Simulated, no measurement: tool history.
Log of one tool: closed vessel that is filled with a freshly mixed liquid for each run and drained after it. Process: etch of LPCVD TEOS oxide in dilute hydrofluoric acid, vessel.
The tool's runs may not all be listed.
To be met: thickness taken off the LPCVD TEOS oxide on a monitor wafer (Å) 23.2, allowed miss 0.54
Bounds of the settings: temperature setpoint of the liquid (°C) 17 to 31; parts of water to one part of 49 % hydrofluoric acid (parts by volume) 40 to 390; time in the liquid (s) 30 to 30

| run | hour | temperature setpoint of the liquid (°C) | parts of water to one part of 49 % hydrofluoric acid (parts by volume) | time in the liquid (s) | thickness taken off the LPCVD TEOS oxide on a monitor wafer (Å) |
|---|---|---|---|---|---|
| 1 | 0 | 23 | 215 | 30 | 43.617 |
| 2 | 3.3 | 22.5 | 225 | 30 | 40.985 |
| 3 | 7.6 | 22.5 | 275 | 30 | 31.838 |
| 4 | 15.8 | 22.5 | 210 | 30 | 44.222 |
| 5 | 20.6 | 22.5 | 165 | 30 | 59.25 |
| 6 | 21.5 | 22 | 180 | 30 | 51.81 |
| 7 | 22.3 | 21.5 | 195 | 30 | 46.553 |
| 8 | 26.9 | 17.5 | 285 | 30 | 25.299 |

4 next moves are on the table. One of them brings every result within its allowed miss. Which?
| A | 31.5 | 17 | 290 | 30 | ? |
| B | 31.5 | 17.5 | 295 | 30 | ? |
| C | 31.5 | 19 | 315 | 30 | ? |
| D | 31.5 | 19.5 | 270 | 30 | ? |

| move | thickness taken off the LPCVD TEOS oxide on a monitor wafer (Å) |
|---|---|
| A | 24.025 |
| B | 23.95 |
| C | 23.255 |
| D | 28.805 |
A: nearer than the last run, and not there yet
B: nearer than the last run, and not there yet
C: meets every target
D: further off than the last run
Answer: C
